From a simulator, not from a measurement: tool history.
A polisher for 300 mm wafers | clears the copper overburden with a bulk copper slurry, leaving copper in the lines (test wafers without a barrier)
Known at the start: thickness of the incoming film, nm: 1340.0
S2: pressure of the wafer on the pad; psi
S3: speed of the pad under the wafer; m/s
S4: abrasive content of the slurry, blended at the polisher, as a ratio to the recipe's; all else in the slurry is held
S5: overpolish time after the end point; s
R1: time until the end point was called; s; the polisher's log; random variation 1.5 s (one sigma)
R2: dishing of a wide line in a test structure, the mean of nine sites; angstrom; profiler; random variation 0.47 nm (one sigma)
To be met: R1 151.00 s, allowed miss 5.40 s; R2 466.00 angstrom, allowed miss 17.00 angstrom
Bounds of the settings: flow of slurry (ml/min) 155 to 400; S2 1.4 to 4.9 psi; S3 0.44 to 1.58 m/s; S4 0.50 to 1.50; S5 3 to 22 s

{"run": 1, "hour": 0.0, "flow of slurry (ml/min)": 255, "S2": 3.1, "S3": 1.0, "S4": 1.0, "S5": 11, "R1": 113.62, "R2": 711.85}
{"run": 2, "hour": 6.3, "flow of slurry (ml/min)": 255, "S2": 3.1, "S3": 1.0, "S4": 1.0, "S5": 8, "R1": 113.53, "R2": 578.73}
{"run": 3, "hour": 11.4, "flow of slurry (ml/min)": 255, "S2": 3.0, "S3": 1.0, "S4": 1.0, "S5": 8, "R1": 114.11, "R2": 575.36}
{"run": 4, "hour": 14.4, "flow of slurry (ml/min)": 255, "S2": 3.0, "S3": 1.0, "S4": 1.0, "S5": 10, "R1": 117.71, "R2": 659.41}
{"run": 5, "hour": 16.8, "flow of slurry (ml/min)": 255, "S2": 3.0, "S3": 1.0, "S4": 1.0, "S5": 13, "R1": 114.03, "R2": 775.9}
{"run": 6, "hour": 18.4, "flow of slurry (ml/min)": 255, "S2": 2.8, "S3": 1.0, "S4": 1.0, "S5": 12, "R1": 121.87, "R2": 719.39}
{"run": 7, "hour": 20.5, "flow of slurry (ml/min)": 255, "S2": 2.7, "S3": 1.0, "S4": 1.0, "S5": 11, "R1": 129.13, "R2": 656.37}
{"run": 8, "hour": 23.9, "flow of slurry (ml/min)": 270, "S2": 2.2, "S3": 1.02, "S4": 1.0, "S5": 6, "R1": 151.96, "R2": 370.09}
{"run": 9, "hour": 24.7, "flow of slurry (ml/min)": 265, "S2": 2.2, "S3": 1.02, "S4": 1.0, "S5": 6, "R1": 153.39, "R2": 375.66}
{"run": 10, "hour": 25.6, "flow of slurry (ml/min)": 245, "S2": 2.3, "S3": 1.0, "S4": 1.0, "S5": 10, "R1": 148.82, "R2": 553.8}

5 next moves are on the table. One of them brings every result within its allowed miss. Which?
{"run": "A", "hour": 26.5, "flow of slurry (ml/min)": 285, "S2": 2.1, "S3": 1.06, "S4": 1.05, "S5": 12, "R1": "?", "R2": "?"}
{"run": "B", "hour": 26.5, "flow of slurry (ml/min)": 275, "S2": 2.0, "S3": 1.16, "S4": 0.95, "S5": 8, "R1": "?", "R2": "?"}
{"run": "C", "hour": 26.5, "flow of slurry (ml/min)": 260, "S2": 2.2, "S3": 1.06, "S4": 0.85, "S5": 14, "R1": "?", "R2": "?"}
{"run": "D", "hour": 26.5, "flow of slurry (ml/min)": 250, "S2": 2.4, "S3": 0.94, "S4": 0.95, "S5": 13, "R1": "?", "R2": "?"}
{"run": "E", "hour": 26.5, "flow of slurry (ml/min)": 275, "S2": 2.6, "S3": 0.84, "S4": 1.05, "S5": 7, "R1": "?", "R2": "?"}

move=A R1=151.80 R2=621.09
move=B R1=150.55 R2=470.86
move=C R1=152.90 R2=682.34
move=D R1=153.30 R2=656.28
move=E R1=151.30 R2=429.73
A: further off than the last run
B: meets every target
C: further off than the last run
D: further off than the last run
E: takes the result that was furthest off past its target
Answer: B
